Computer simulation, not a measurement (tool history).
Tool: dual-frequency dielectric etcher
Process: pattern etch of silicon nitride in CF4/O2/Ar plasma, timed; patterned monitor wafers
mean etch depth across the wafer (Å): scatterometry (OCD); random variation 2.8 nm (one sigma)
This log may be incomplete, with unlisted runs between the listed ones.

run	hour	source power (W)	bias power (W)	Ar flow (sccm)	CF4 flow (sccm)	etch time (s)	mean etch depth across the wafer (Å)
1	0	710	50	70	126	146	3717.7
2	7	760	50	70	126	146	4010
3	13.8	790	50	70	126	146	4186.1
4	19.5	790	50	70	126	152.5	4329.5
5	28.1	790	50	70	135	152.5	4385.3
6	29	810	50	70	135	152.5	4503
7	35.8	830	50	70	135	152.5	4612.7

Predict the results of run 8:
8	39.5	840	50	70	135	152.5	?

mean etch depth across the wafer (Å): 4704.8
